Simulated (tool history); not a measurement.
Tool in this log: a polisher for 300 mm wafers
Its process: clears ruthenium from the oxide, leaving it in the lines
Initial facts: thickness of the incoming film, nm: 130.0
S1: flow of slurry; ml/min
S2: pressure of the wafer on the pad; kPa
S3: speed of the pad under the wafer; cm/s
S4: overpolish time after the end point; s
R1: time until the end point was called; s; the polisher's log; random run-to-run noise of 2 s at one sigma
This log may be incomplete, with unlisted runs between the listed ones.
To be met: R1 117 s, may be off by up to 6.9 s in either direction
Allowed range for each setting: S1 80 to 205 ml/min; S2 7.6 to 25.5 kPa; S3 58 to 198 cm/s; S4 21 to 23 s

run	hour	S1	S2	S3	S4	R1
1	0	135	16.5	128	21	81.657
2	5.8	135	15.9	128	21	83.605
3	14.1	135	15.9	128	23	86.865
4	20.4	135	15.9	128	21	85.615
# hour 29.3: worn pad replaced by a new one
5	29.3	135	15.9	128	23	74.68
6	36.9	110	15.9	128	23	76.175
7	43.6	115	15.2	128	23	79.839
8	48	120	14.5	126	23	83.652
9	56.6	125	13.8	124	23	89.255
10	65	125	13.1	124	23	90.262

Which of these 5 next moves meets every target?
A	73.4	120	15.9	136	23	?
B	73.4	130	11	120	22	?
C	73.4	170	10.3	108	21	?
D	73.4	105	10.3	140	22	?
E	73.4	145	11.7	118	22	?

move	R1
A	75.702
B	107.47
C	119.15
D	100.06
E	103.53
A: moves away from the targets compared with the last run
B: closes in on the targets versus the last run, not all within tolerance yet
C: meets every target
D: closes in on the targets versus the last run, not all within tolerance yet
E: closes in on the targets versus the last run, not all within tolerance yet
Go with C: it meets all targets.
